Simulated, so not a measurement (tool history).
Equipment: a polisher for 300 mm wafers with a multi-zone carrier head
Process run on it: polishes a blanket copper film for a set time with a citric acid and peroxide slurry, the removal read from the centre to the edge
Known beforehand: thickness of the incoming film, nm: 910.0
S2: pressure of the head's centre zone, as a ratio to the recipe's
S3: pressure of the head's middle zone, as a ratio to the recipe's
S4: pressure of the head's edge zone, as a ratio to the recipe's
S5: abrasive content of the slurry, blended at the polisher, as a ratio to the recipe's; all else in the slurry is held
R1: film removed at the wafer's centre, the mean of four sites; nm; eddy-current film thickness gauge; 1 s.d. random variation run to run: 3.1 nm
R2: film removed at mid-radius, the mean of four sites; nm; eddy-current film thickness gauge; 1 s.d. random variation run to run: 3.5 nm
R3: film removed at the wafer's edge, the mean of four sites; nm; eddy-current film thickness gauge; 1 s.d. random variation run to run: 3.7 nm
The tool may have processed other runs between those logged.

{"run": 1, "hour": 0.0, "flow of slurry (ml/min)": 260, "S2": 1, "S3": 1, "S4": 1, "S5": 1, "polishing time (s)": 83, "R1": 201.51, "R2": 207.13, "R3": 206.78}
{"run": 2, "hour": 8.1, "flow of slurry (ml/min)": 260, "S2": 1.05, "S3": 1, "S4": 1, "S5": 1, "polishing time (s)": 83, "R1": 213.47, "R2": 207.81, "R3": 206.42}
{"run": 3, "hour": 14.0, "flow of slurry (ml/min)": 260, "S2": 1.05, "S3": 1, "S4": 1, "S5": 1, "polishing time (s)": 102, "R1": 267.67, "R2": 251.44, "R3": 256.24}
{"run": 4, "hour": 21.3, "flow of slurry (ml/min)": 260, "S2": 1.05, "S3": 1, "S4": 1, "S5": 0.85, "polishing time (s)": 102, "R1": 252.57, "R2": 244.61, "R3": 240.9}
{"run": 5, "hour": 26.8, "flow of slurry (ml/min)": 260, "S2": 1.04, "S3": 1.01, "S4": 1.01, "S5": 0.9, "polishing time (s)": 102, "R1": 258.23, "R2": 243.49, "R3": 253.29}
{"run": 6, "hour": 35.6, "flow of slurry (ml/min)": 260, "S2": 1.12, "S3": 1.01, "S4": 1.01, "S5": 0.9, "polishing time (s)": 102, "R1": 273.13, "R2": 249.45, "R3": 245.75}

Run 7 comes next. What will it give?
{"run": 7, "hour": 39.0, "flow of slurry (ml/min)": 270, "S2": 1.02, "S3": 1.11, "S4": 1.11, "S5": 1.1, "polishing time (s)": 103, "R1": "?", "R2": "?", "R3": "?"}

Run 7 produced R1 268.93 nm, R2 281.96 nm, R3 278.23 nm.

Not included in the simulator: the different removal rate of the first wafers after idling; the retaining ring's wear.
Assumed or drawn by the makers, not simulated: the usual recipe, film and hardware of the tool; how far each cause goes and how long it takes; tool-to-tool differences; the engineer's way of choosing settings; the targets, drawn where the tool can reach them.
